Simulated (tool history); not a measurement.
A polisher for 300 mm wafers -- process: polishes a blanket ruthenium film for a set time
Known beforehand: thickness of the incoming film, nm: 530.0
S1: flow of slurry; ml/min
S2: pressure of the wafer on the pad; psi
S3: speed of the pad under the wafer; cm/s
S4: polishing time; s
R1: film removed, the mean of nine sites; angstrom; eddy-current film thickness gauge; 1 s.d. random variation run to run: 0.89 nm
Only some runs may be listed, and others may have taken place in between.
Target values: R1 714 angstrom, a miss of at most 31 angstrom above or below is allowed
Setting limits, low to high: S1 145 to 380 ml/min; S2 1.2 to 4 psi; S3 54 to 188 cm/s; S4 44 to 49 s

| run | hour | S1 | S2 | S3 | S4 | R1 |
|---|---|---|---|---|---|---|
| 1 | 0 | 245 | 2.6 | 120 | 49 | 995.25 |
| 2 | 7 | 245 | 2.5 | 120 | 49 | 946.67 |
| 3 | 11.2 | 245 | 2.4 | 120 | 49 | 943.28 |
| 4 | 13.2 | 220 | 2.4 | 120 | 49 | 902.12 |
| 5 | 17.7 | 220 | 2.4 | 120 | 49 | 913.32 |
| 6 | 21.8 | 220 | 2.4 | 120 | 49 | 928.58 |
| 7 | 27.3 | 220 | 2.3 | 120 | 49 | 881.07 |
| 8 | 28 | 220 | 2.2 | 120 | 49 | 838.6 |
| 9 | 28.7 | 220 | 2.1 | 120 | 49 | 817.06 |
| 10 | 30 | 220 | 2 | 120 | 49 | 782.94 |
| 11 | 35.2 | 220 | 1.9 | 120 | 49 | 762.61 |

Which of these 4 next moves meets every target?
| A | 40.4 | 210 | 1.7 | 126 | 49 | ? |
| B | 40.4 | 220 | 1.8 | 106 | 49 | ? |
| C | 40.4 | 210 | 1.7 | 122 | 46 | ? |
| D | 40.4 | 220 | 1.6 | 120 | 48 | ? |

| move | R1 |
|---|---|
| A | 716.91 |
| B | 638.95 |
| C | 652.26 |
| D | 638.54 |
A: every result lands within tolerance
B: pushes the last run's worst result past its target
C: pushes the last run's worst result past its target
D: pushes the last run's worst result past its target
Answer: A
